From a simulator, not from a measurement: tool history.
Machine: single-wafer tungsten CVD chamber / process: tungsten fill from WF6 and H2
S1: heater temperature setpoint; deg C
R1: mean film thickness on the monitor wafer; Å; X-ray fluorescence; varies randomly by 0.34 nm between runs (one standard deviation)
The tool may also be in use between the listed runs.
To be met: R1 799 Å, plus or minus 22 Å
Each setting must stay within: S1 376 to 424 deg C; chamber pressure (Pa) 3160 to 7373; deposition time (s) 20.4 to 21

{"run": 1, "hour": 0.0, "S1": 400, "chamber pressure (Pa)": 5266, "deposition time (s)": 20.4, "R1": 677.02}
{"run": 2, "hour": 8.6, "S1": 394, "chamber pressure (Pa)": 5266, "deposition time (s)": 20.4, "R1": 607.9}
{"run": 3, "hour": 15.4, "S1": 394, "chamber pressure (Pa)": 5266, "deposition time (s)": 20.4, "R1": 607.83}
{"run": 4, "hour": 18.5, "S1": 397, "chamber pressure (Pa)": 5293, "deposition time (s)": 20.4, "R1": 643.56}
{"hour": 19.7, "done": "capacitance manometer re-zeroed and calibrated"}
{"run": 5, "hour": 19.7, "S1": 400, "chamber pressure (Pa)": 5320, "deposition time (s)": 20.4, "R1": 671.96}
{"run": 6, "hour": 25.9, "S1": 396, "chamber pressure (Pa)": 5320, "deposition time (s)": 20.4, "R1": 620.83}
{"run": 7, "hour": 34.1, "S1": 399, "chamber pressure (Pa)": 5346, "deposition time (s)": 20.4, "R1": 651.62}
{"run": 8, "hour": 37.7, "S1": 402, "chamber pressure (Pa)": 5386, "deposition time (s)": 20.4, "R1": 703.2}
{"run": 9, "hour": 46.6, "S1": 404, "chamber pressure (Pa)": 5400, "deposition time (s)": 20.4, "R1": 728.72}
{"run": 10, "hour": 49.6, "S1": 405, "chamber pressure (Pa)": 5413, "deposition time (s)": 20.4, "R1": 738.32}
{"run": 11, "hour": 50.4, "S1": 406, "chamber pressure (Pa)": 5426, "deposition time (s)": 20.4, "R1": 752.97}
{"run": 12, "hour": 55.0, "S1": 407, "chamber pressure (Pa)": 5440, "deposition time (s)": 20.4, "R1": 771.84}

Which of these 4 next moves meets every target?
{"run": "A", "hour": 59.6, "S1": 409, "chamber pressure (Pa)": 5160, "deposition time (s)": 20.8, "R1": "?"}
{"run": "B", "hour": 59.6, "S1": 406, "chamber pressure (Pa)": 7293, "deposition time (s)": 21, "R1": "?"}
{"run": "C", "hour": 59.6, "S1": 406, "chamber pressure (Pa)": 4693, "deposition time (s)": 21, "R1": "?"}
{"run": "D", "hour": 59.6, "S1": 405, "chamber pressure (Pa)": 5880, "deposition time (s)": 20.4, "R1": "?"}

move=A R1=796.01
move=B R1=867.39
move=C R1=734.93
move=D R1=762.29
A: all results in spec
B: takes the biggest miss from the last run beyond its target
C: lands further from the targets than the last run did
D: lands further from the targets than the last run did
A meets every target.
